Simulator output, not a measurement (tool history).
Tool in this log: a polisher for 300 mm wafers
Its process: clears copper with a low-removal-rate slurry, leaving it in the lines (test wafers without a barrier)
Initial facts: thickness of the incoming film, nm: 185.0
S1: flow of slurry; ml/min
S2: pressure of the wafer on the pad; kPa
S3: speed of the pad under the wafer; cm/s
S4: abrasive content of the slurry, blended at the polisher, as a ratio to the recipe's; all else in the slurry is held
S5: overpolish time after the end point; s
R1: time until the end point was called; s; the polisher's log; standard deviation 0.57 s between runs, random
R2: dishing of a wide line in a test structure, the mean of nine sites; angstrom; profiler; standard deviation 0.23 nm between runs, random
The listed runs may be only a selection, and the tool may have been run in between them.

Run 1, hour 0: S1 265 ml/min, S2 15.2 kPa, S3 110 cm/s, S4 1, S5 8 s. Result: R1 69.471 s, R2 163.88 angstrom.
Run 2, hour 3.1: S1 265 ml/min, S2 15.2 kPa, S3 110 cm/s, S4 1.15, S5 8 s. Result: R1 69.01 s, R2 177.38 angstrom.
Run 3, hour 7.8: S1 265 ml/min, S2 15.2 kPa, S3 94 cm/s, S4 1.15, S5 8 s. Result: R1 75.178 s, R2 163.48 angstrom.
Run 4, hour 11.5: S1 265 ml/min, S2 15.2 kPa, S3 94 cm/s, S4 1.15, S5 6 s. Result: R1 74.876 s, R2 125.02 angstrom.
Run 5, hour 13.8: S1 265 ml/min, S2 15.2 kPa, S3 84 cm/s, S4 1.15, S5 6 s. Result: R1 78.431 s, R2 112.15 angstrom.
Run 6, hour 14.4: S1 265 ml/min, S2 15.2 kPa, S3 68 cm/s, S4 1.15, S5 6 s. Result: R1 89.063 s, R2 105.21 angstrom.
Run 7, hour 20.7: S1 265 ml/min, S2 17.2 kPa, S3 68 cm/s, S4 1.1, S5 5 s. Result: R1 80.106 s, R2 96.569 angstrom.
Run 8, hour 22.5: S1 265 ml/min, S2 18.6 kPa, S3 68 cm/s, S4 1.1, S5 5 s. Result: R1 73.77 s, R2 108.75 angstrom.
Run 9, hour 23.7: S1 265 ml/min, S2 20 kPa, S3 68 cm/s, S4 1.1, S5 4 s. Result: R1 70.435 s, R2 88.074 angstrom.
Run 10, hour 25.6: S1 265 ml/min, S2 20.7 kPa, S3 68 cm/s, S4 1.1, S5 4 s. Result: R1 66.898 s, R2 95.533 angstrom.

What does the tool deliver on the next run?
Run 11, hour 27.9: S1 265 ml/min, S2 21.4 kPa, S3 68 cm/s, S4 1.1, S5 4 s. Result: R1 ?, R2 ?.

Logged for run 11: R1 64.067 s, R2 98.687 angstrom.

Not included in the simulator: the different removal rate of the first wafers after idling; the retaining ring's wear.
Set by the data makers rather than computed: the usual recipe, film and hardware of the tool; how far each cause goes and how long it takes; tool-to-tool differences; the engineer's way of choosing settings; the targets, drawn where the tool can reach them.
